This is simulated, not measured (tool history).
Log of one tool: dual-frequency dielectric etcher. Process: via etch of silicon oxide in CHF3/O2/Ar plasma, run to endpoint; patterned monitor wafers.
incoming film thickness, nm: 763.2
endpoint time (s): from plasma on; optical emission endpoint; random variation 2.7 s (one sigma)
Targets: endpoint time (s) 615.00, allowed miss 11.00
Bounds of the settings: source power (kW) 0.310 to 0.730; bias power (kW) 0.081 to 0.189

run,day,source power (kW),bias power (kW),endpoint time (s)
1,0.000,0.520,0.135,480.39
2,0.204,0.520,0.123,498.72
3,0.292,0.520,0.111,525.16
4,0.604,0.520,0.134,484.02
5,0.658,0.460,0.125,526.48
6,0.908,0.420,0.122,547.59
7,1.046,0.390,0.119,569.98
8,1.088,0.370,0.118,585.47
9,1.183,0.310,0.116,642.60
10,1.221,0.320,0.116,634.41
11,1.546,0.360,0.118,595.31
12,1.846,0.350,0.118,603.85

5 next moves are on the table. One of them brings every result within its allowed miss. Which?
A,2.146,0.350,0.125,?
B,2.146,0.400,0.101,?
C,2.146,0.470,0.096,?
D,2.146,0.330,0.133,?
E,2.146,0.360,0.120,?

move,endpoint time (s)
A,584.96
B,608.96
C,581.88
D,583.04
E,588.82
A: further off than the last run
B: meets every target
C: further off than the last run
D: further off than the last run
E: further off than the last run
Move B is the one to make.

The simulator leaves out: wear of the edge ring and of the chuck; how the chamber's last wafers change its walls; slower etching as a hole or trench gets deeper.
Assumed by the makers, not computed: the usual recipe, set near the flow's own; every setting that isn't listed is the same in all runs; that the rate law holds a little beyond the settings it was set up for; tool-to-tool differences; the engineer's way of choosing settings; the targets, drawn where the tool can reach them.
